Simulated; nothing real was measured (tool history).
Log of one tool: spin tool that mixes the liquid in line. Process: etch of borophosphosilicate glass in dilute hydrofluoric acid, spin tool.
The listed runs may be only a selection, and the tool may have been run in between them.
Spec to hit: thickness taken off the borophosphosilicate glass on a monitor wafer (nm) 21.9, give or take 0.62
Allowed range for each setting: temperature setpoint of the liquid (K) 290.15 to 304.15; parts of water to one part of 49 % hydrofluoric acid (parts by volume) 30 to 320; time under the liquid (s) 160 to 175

run	hour	temperature setpoint of the liquid (K)	parts of water to one part of 49 % hydrofluoric acid (parts by volume)	time under the liquid (s)	thickness taken off the borophosphosilicate glass on a monitor wafer (nm)
1	0	296.15	175	160	30.393
2	1	294.65	180	160	28.087
3	2	293.65	185	160	26.248
4	3.9	292.65	190	160	24.346
5	5.7	292.65	190	175	25.969
6	13.3	290.15	190	175	23.944
7	20.4	290.15	195	175	23.324
8	21.9	290.15	200	175	22.788

Next run, 4 choices. One meets every target within its allowed miss, the rest don't. Which?
A	23.4	290.15	200	160	?
B	23.4	290.15	205	175	?
C	23.4	290.65	195	175	?
D	23.4	293.15	195	160	?

move	thickness taken off the borophosphosilicate glass on a monitor wafer (nm)
A	20.596
B	21.877
C	23.678
D	23.881
A: carries the result that was furthest off beyond its target, to the other side
B: every result lands within tolerance
C: misses by more than the last run did
D: misses by more than the last run did
Correct choice: B, which meets every target
